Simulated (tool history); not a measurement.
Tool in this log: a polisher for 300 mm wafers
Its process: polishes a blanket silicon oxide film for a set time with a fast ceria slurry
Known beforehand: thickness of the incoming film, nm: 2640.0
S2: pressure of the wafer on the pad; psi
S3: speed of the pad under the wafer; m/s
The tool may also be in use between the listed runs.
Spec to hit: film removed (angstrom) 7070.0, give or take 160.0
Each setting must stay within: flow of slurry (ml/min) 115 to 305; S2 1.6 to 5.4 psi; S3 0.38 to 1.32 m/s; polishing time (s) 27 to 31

{"run": 1, "hour": 0.0, "flow of slurry (ml/min)": 195, "S2": 3.5, "S3": 0.84, "polishing time (s)": 31, "film removed (angstrom)": 4928.0}
{"run": 2, "hour": 5.9, "flow of slurry (ml/min)": 195, "S2": 3.5, "S3": 0.84, "polishing time (s)": 31, "film removed (angstrom)": 4904.2}
{"run": 3, "hour": 11.2, "flow of slurry (ml/min)": 245, "S2": 3.5, "S3": 0.84, "polishing time (s)": 31, "film removed (angstrom)": 5082.8}
{"run": 4, "hour": 15.6, "flow of slurry (ml/min)": 245, "S2": 2.9, "S3": 0.84, "polishing time (s)": 31, "film removed (angstrom)": 4303.4}
{"run": 5, "hour": 19.6, "flow of slurry (ml/min)": 250, "S2": 3.3, "S3": 0.84, "polishing time (s)": 31, "film removed (angstrom)": 4838.4}
{"run": 6, "hour": 23.0, "flow of slurry (ml/min)": 250, "S2": 3.3, "S3": 0.92, "polishing time (s)": 31, "film removed (angstrom)": 5181.6}
{"run": 7, "hour": 31.8, "flow of slurry (ml/min)": 255, "S2": 3.6, "S3": 0.92, "polishing time (s)": 31, "film removed (angstrom)": 5674.2}
{"run": 8, "hour": 34.4, "flow of slurry (ml/min)": 260, "S2": 3.8, "S3": 0.92, "polishing time (s)": 31, "film removed (angstrom)": 6012.7}
{"run": 9, "hour": 41.8, "flow of slurry (ml/min)": 265, "S2": 3.9, "S3": 0.92, "polishing time (s)": 31, "film removed (angstrom)": 6112.4}

Consider the 4 candidate settings below. Which is the only one whose results all fall within their allowed miss of target?
{"run": "A", "hour": 49.2, "flow of slurry (ml/min)": 245, "S2": 4.4, "S3": 0.76, "polishing time (s)": 31, "film removed (angstrom)": "?"}
{"run": "B", "hour": 49.2, "flow of slurry (ml/min)": 275, "S2": 4.3, "S3": 1.04, "polishing time (s)": 31, "film removed (angstrom)": "?"}
{"run": "C", "hour": 49.2, "flow of slurry (ml/min)": 275, "S2": 4.4, "S3": 0.94, "polishing time (s)": 31, "film removed (angstrom)": "?"}
{"run": "D", "hour": 49.2, "flow of slurry (ml/min)": 290, "S2": 3.8, "S3": 0.88, "polishing time (s)": 27, "film removed (angstrom)": "?"}

move=A film_removed_(angstrom)=5646.7
move=B film_removed_(angstrom)=7540.2
move=C film_removed_(angstrom)=6994.4
move=D film_removed_(angstrom)=5020.6
A: moves away from the targets compared with the last run
B: pushes the last run's worst result past its target
C: meets every target
D: moves away from the targets compared with the last run
So the answer is move C, the one that meets all the targets.
